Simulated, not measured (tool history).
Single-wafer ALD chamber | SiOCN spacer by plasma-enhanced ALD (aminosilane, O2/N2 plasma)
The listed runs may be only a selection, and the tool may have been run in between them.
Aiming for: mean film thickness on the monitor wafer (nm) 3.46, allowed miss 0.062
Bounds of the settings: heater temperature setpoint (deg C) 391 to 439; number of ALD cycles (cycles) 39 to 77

run	hour	heater temperature setpoint (deg C)	number of ALD cycles (cycles)	mean film thickness on the monitor wafer (nm)
1	0	415	58	3.2006
2	2.7	422	58	3.1293
3	7.9	414	58	3.2175
4	14.6	410	59	3.3107
5	22	415	59	3.2545
6	27.5	412	60	3.3546
7	32.8	410	60	3.3508
8	39.6	405	62	3.5411
9	46.1	406	62	3.5333
10	46.8	406	62	3.5436

Which one of the following 4 next-run settings gets every result inside its allowed miss? There is exactly one.
A	47.5	405	58	?
B	47.5	408	61	?
C	47.5	410	59	?
D	47.5	408	66	?

move	mean film thickness on the monitor wafer (nm)
A	3.32
B	3.4555
C	3.3188
D	3.7387
A: moves the result that the last run missed by most past its target, out the other side
B: meets every target
C: moves the result that the last run missed by most past its target, out the other side
D: further off than the last run
Move B is the one to make.

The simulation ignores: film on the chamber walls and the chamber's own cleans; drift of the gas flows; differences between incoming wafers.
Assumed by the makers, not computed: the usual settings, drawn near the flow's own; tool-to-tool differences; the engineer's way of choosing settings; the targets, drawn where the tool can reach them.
